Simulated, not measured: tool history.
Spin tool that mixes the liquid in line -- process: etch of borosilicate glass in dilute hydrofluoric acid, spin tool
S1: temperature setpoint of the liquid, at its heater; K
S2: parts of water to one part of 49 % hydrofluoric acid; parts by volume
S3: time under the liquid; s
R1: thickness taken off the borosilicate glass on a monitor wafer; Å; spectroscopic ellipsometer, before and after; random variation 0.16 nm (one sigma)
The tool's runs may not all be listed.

run	hour	S1	S2	S3	R1
1	0.0	294.15	240	325	210.75
2	5.5	291.15	240	325	183.68
3	6.2	291.15	240	345	199.56
4	15.1	291.15	175	345	289.86
5	24.1	291.15	255	345	183.97
6	32.9	291.15	255	325	173.83
7	39.1	293.65	255	325	190.20

What will run 8 give?
8	41.9	297.65	250	325	?

{"run 8": {"R1": 224.05}}
